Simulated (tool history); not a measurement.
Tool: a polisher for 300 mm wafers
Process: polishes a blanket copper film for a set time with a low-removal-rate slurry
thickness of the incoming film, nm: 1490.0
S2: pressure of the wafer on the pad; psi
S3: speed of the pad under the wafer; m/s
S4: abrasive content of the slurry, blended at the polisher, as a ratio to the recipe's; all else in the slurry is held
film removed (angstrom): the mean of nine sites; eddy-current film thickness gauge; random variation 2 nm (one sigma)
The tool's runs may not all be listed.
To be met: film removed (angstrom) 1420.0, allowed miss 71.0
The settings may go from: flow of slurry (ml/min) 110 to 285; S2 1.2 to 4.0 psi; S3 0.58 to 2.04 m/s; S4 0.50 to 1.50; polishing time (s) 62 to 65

Run 1, hour 0.0: flow of slurry (ml/min) 180, S2 2.6 psi, S3 1.30 m/s, S4 1.00, polishing time (s) 62. Result: film removed (angstrom) 2035.5.
Run 2, hour 3.0: flow of slurry (ml/min) 205, S2 2.6 psi, S3 1.30 m/s, S4 1.00, polishing time (s) 62. Result: film removed (angstrom) 2109.2.
Run 3, hour 7.9: flow of slurry (ml/min) 205, S2 2.6 psi, S3 1.30 m/s, S4 1.00, polishing time (s) 62. Result: film removed (angstrom) 2088.5.
Run 4, hour 14.5: flow of slurry (ml/min) 205, S2 3.2 psi, S3 1.30 m/s, S4 1.00, polishing time (s) 62. Result: film removed (angstrom) 2522.6.
Run 5, hour 18.6: flow of slurry (ml/min) 205, S2 3.2 psi, S3 1.30 m/s, S4 1.15, polishing time (s) 62. Result: film removed (angstrom) 2574.8.
Run 6, hour 21.1: flow of slurry (ml/min) 205, S2 2.6 psi, S3 1.26 m/s, S4 1.15, polishing time (s) 62. Result: film removed (angstrom) 2085.7.
Run 7, hour 22.2: flow of slurry (ml/min) 200, S2 2.2 psi, S3 1.24 m/s, S4 1.15, polishing time (s) 62. Result: film removed (angstrom) 1774.1.
Run 8, hour 29.5: flow of slurry (ml/min) 195, S2 2.0 psi, S3 1.24 m/s, S4 1.15, polishing time (s) 62. Result: film removed (angstrom) 1655.9.
At hour 30.2: slurry blender recalibrated.
Run 9, hour 30.2: flow of slurry (ml/min) 195, S2 1.9 psi, S3 1.24 m/s, S4 1.15, polishing time (s) 62. Result: film removed (angstrom) 1712.2.

5 next moves are on the table. One of them brings every result within its allowed miss. Which?
Run A, hour 30.9: flow of slurry (ml/min) 215, S2 2.4 psi, S3 1.12 m/s, S4 1.30, polishing time (s) 65. Result: film removed (angstrom) ?.
Run B, hour 30.9: flow of slurry (ml/min) 170, S2 1.9 psi, S3 1.20 m/s, S4 1.15, polishing time (s) 62. Result: film removed (angstrom) ?.
Run C, hour 30.9: flow of slurry (ml/min) 210, S2 1.9 psi, S3 1.20 m/s, S4 1.15, polishing time (s) 62. Result: film removed (angstrom) ?.
Run D, hour 30.9: flow of slurry (ml/min) 170, S2 1.7 psi, S3 1.20 m/s, S4 1.15, polishing time (s) 62. Result: film removed (angstrom) ?.
Run E, hour 30.9: flow of slurry (ml/min) 205, S2 2.1 psi, S3 1.42 m/s, S4 1.15, polishing time (s) 65. Result: film removed (angstrom) ?.

move  film removed (angstrom)
   A                   1955.1
   B                   1544.8
   C                   1590.9
   D                   1411.0
   E                   2127.3
A: further off than the last run
B: nearer than the last run, and not there yet
C: nearer than the last run, and not there yet
D: meets every target
E: further off than the last run
Move D is the one to make.
